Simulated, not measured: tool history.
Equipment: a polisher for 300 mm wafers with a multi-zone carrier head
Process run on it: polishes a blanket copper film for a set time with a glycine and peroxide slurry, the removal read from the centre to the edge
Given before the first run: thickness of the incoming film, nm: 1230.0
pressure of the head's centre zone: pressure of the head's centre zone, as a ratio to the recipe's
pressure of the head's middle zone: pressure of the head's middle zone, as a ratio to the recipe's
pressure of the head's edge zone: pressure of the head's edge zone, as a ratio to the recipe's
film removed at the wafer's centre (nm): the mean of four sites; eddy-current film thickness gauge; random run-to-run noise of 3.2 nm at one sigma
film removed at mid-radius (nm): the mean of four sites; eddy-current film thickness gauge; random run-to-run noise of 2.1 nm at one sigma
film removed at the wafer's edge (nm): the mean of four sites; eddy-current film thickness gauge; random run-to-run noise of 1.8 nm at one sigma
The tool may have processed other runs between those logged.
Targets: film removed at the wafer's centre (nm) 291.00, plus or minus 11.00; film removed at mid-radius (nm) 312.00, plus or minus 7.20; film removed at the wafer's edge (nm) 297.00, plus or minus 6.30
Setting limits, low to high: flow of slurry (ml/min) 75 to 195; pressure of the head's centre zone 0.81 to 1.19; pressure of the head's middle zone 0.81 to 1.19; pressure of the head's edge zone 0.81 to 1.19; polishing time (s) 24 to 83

run	hour	flow of slurry (ml/min)	pressure of the head's centre zone	pressure of the head's middle zone	pressure of the head's edge zone	polishing time (s)	film removed at the wafer's centre (nm)	film removed at mid-radius (nm)	film removed at the wafer's edge (nm)
1	0.0	125	1.00	1.00	1.00	53	220.00	223.87	221.28
2	3.3	125	1.00	1.00	0.92	53	214.59	223.39	210.29
3	4.3	125	1.00	0.92	0.92	53	216.31	207.76	211.87
4	4.9	125	1.00	0.92	0.84	53	213.27	209.03	202.84
5	9.6	125	1.00	0.92	0.84	43	176.95	167.10	164.62
# hour 12.5: worn pad replaced by a new one
6	12.5	125	1.08	0.92	0.84	43	210.41	191.27	185.95
7	13.7	120	1.09	0.95	0.88	44	221.31	200.34	194.09
8	18.7	115	1.09	0.98	0.92	46	231.56	212.38	206.23
9	22.1	110	1.09	1.01	0.95	48	235.79	226.26	217.21
10	24.8	145	1.09	1.11	1.05	55	284.14	292.96	268.53

Pick the move, out of 4, that brings all results within their allowed miss; only one does.
A	27.5	120	1.01	1.14	1.14	56	?	?	?
B	27.5	160	1.09	1.16	1.09	56	?	?	?
C	27.5	135	1.03	1.09	1.09	60	?	?	?
D	27.5	155	1.16	1.05	1.07	52	?	?	?

move	film removed at the wafer's centre (nm)	film removed at mid-radius (nm)	film removed at the wafer's edge (nm)
A	263.87	294.12	278.95
B	296.79	311.88	281.21
C	293.73	309.00	296.18
D	289.56	264.72	258.24
A: closes in on the targets versus the last run, not all within tolerance yet
B: closes in on the targets versus the last run, not all within tolerance yet
C: each result inside its tolerance
D: lands further from the targets than the last run did
Correct choice: C, which meets every target

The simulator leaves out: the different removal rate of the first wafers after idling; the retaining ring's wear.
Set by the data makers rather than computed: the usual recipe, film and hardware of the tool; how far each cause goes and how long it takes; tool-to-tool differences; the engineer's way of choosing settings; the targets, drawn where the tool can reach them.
